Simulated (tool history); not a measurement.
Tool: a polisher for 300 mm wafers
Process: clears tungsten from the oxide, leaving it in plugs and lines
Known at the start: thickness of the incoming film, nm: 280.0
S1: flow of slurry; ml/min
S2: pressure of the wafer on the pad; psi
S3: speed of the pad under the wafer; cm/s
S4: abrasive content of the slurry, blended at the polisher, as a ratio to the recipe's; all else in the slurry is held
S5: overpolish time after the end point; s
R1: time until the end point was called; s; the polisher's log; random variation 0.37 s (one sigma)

run 1 hour=0.0 | S1=165 S2=3.0 S3=132 S4=1.00 S5=8 | R1=50.708
run 2 hour=7.6 | S1=170 S2=3.3 S3=132 S4=1.00 S5=8 | R1=47.004
run 3 hour=15.0 | S1=170 S2=3.6 S3=134 S4=1.00 S5=8 | R1=42.852
run 4 hour=20.4 | S1=170 S2=3.9 S3=134 S4=1.00 S5=8 | R1=41.452
run 5 hour=22.2 | S1=170 S2=3.9 S3=134 S4=0.85 S5=8 | R1=43.657
run 6 hour=23.8 | S1=175 S2=4.1 S3=138 S4=0.85 S5=8 | R1=39.630

Run 7 comes next. What will it give?
run 7 hour=26.5 | S1=180 S2=4.2 S3=140 S4=0.85 S5=8 | R1=?

Run 7 gave R1 38.337 s.

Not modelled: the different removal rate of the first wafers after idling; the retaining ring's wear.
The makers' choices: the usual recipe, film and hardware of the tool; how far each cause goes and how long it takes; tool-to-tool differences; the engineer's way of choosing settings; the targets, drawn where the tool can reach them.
